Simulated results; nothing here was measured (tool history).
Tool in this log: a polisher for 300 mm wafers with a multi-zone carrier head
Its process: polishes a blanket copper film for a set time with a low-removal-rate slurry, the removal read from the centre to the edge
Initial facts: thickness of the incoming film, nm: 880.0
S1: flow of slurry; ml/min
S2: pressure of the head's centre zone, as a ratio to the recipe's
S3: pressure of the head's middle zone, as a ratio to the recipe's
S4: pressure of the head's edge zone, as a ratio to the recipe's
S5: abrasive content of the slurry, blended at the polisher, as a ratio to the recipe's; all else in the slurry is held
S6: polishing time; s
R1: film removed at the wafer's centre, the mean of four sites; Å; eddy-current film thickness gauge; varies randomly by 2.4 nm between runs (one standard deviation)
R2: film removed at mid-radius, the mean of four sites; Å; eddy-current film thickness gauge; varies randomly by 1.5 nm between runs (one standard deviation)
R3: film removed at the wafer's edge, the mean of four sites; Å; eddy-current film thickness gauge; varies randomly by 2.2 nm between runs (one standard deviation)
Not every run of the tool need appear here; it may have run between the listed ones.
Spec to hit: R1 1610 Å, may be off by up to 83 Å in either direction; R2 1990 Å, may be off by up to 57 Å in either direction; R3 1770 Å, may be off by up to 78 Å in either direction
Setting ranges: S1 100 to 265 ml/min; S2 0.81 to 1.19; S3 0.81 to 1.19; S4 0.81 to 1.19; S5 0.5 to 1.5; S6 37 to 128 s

run,day,S1,S2,S3,S4,S5,S6,R1,R2,R3
1,0,170,1,1,1,1,82,3444.5,3447.1,3330
2,0.358,170,0.93,1,1,1,82,3183.4,3519.7,3444.1
3,0.558,160,0.91,1.01,0.96,0.85,69,2515.6,2802.5,2700
4,0.817,160,0.91,1.01,0.96,1,69,2644.9,2926,2821.8
5,1.033,190,0.91,1.01,0.96,1,69,2695.9,2994.5,2886.7
6,1.325,175,0.88,1.02,0.92,0.85,63,2192.8,2597.9,2384
7,1.496,125,0.82,0.95,0.82,0.6,59,1681.9,2005.4,1932.4
8,1.758,125,0.83,0.97,0.82,0.55,57,1622.1,1919.8,1803.3

Which one of the following 4 next-run settings gets every result inside its allowed miss? There is exactly one.
A,2.021,140,0.82,0.89,0.91,0.75,53,?,?,?
B,2.021,145,0.92,0.94,0.84,0.5,61,?,?,?
C,2.021,135,0.88,1.11,0.93,0.5,55,?,?,?
D,2.021,135,1.05,1.19,0.81,0.5,52,?,?,?

move,R1,R2,R3
A,1675,1898.6,1952.7
B,1935.6,2020.1,1937.7
C,1650.2,2012.6,1805.9
D,1865,1994.9,1611.2
A: lands further from the targets than the last run did
B: corrects the largest miss of the last run, while another result sits out of spec
C: every result lands within tolerance
D: corrects the largest miss of the last run, while another result sits out of spec
Move C is the one to make.
